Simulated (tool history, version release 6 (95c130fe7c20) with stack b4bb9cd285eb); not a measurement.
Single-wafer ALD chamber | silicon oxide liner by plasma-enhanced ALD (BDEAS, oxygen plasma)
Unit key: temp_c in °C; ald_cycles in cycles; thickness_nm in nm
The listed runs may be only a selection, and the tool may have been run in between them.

run	hour	temp_c	ald_cycles	thickness_nm
1	0	315	72	7.1104
2	0.7	316	68	6.7126
3	4.9	317	64	6.3045
4	9.9	317	74	7.2654
5	11.5	319	69	6.7775
6	13.7	319	74	7.2899
7	15.9	319	69	6.7559
8	19.1	320	65	6.3351

What will run 9 give?
9	26.8	322	63	?

{"run 9": {"thickness_nm": 6.1845}}
